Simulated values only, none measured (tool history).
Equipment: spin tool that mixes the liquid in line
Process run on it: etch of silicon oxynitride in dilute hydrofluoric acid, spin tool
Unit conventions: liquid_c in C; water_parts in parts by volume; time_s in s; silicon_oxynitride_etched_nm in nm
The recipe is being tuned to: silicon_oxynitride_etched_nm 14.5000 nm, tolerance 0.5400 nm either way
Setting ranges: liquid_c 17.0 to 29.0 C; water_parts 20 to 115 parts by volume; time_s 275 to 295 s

{"run": 1, "day": 0.0, "liquid_c": 21.0, "water_parts": 65, "time_s": 275, "silicon_oxynitride_etched_nm": 5.162}
{"run": 2, "day": 0.021, "liquid_c": 21.0, "water_parts": 65, "time_s": 275, "silicon_oxynitride_etched_nm": 5.3194}
{"run": 3, "day": 0.096, "liquid_c": 22.5, "water_parts": 60, "time_s": 275, "silicon_oxynitride_etched_nm": 6.0079}
{"run": 4, "day": 0.271, "liquid_c": 22.5, "water_parts": 60, "time_s": 295, "silicon_oxynitride_etched_nm": 6.6666}
{"run": 5, "day": 0.438, "liquid_c": 23.5, "water_parts": 55, "time_s": 295, "silicon_oxynitride_etched_nm": 7.5651}
{"day": 0.5, "done": "hydrofluoric acid flow meter replaced"}
{"run": 6, "day": 0.5, "liquid_c": 21.0, "water_parts": 55, "time_s": 295, "silicon_oxynitride_etched_nm": 7.3663}
{"run": 7, "day": 0.821, "liquid_c": 25.0, "water_parts": 30, "time_s": 295, "silicon_oxynitride_etched_nm": 16.771}
{"run": 8, "day": 1.162, "liquid_c": 24.5, "water_parts": 30, "time_s": 295, "silicon_oxynitride_etched_nm": 16.467}
{"run": 9, "day": 1.438, "liquid_c": 24.0, "water_parts": 30, "time_s": 295, "silicon_oxynitride_etched_nm": 15.97}
{"run": 10, "day": 1.662, "liquid_c": 23.5, "water_parts": 30, "time_s": 295, "silicon_oxynitride_etched_nm": 15.53}
{"run": 11, "day": 1.925, "liquid_c": 23.0, "water_parts": 30, "time_s": 295, "silicon_oxynitride_etched_nm": 15.295}

Exercise: of the 5 proposed moves below, exactly one satisfies all targets within the stated allowed misses. Which move is it?
{"run": "A", "day": 2.188, "liquid_c": 23.0, "water_parts": 30, "time_s": 280, "silicon_oxynitride_etched_nm": "?"}
{"run": "B", "day": 2.188, "liquid_c": 21.0, "water_parts": 25, "time_s": 290, "silicon_oxynitride_etched_nm": "?"}
{"run": "C", "day": 2.188, "liquid_c": 20.0, "water_parts": 25, "time_s": 295, "silicon_oxynitride_etched_nm": "?"}
{"run": "D", "day": 2.188, "liquid_c": 20.5, "water_parts": 25, "time_s": 295, "silicon_oxynitride_etched_nm": "?"}
{"run": "E", "day": 2.188, "liquid_c": 22.0, "water_parts": 25, "time_s": 275, "silicon_oxynitride_etched_nm": "?"}

move=A silicon_oxynitride_etched_nm=14.6380
move=B silicon_oxynitride_etched_nm=16.4930
move=C silicon_oxynitride_etched_nm=15.9440
move=D silicon_oxynitride_etched_nm=16.3560
move=E silicon_oxynitride_etched_nm=16.4510
A: in spec on every target
B: misses by more than the last run did
C: misses by more than the last run did
D: misses by more than the last run did
E: misses by more than the last run did
Move A is the one to make.
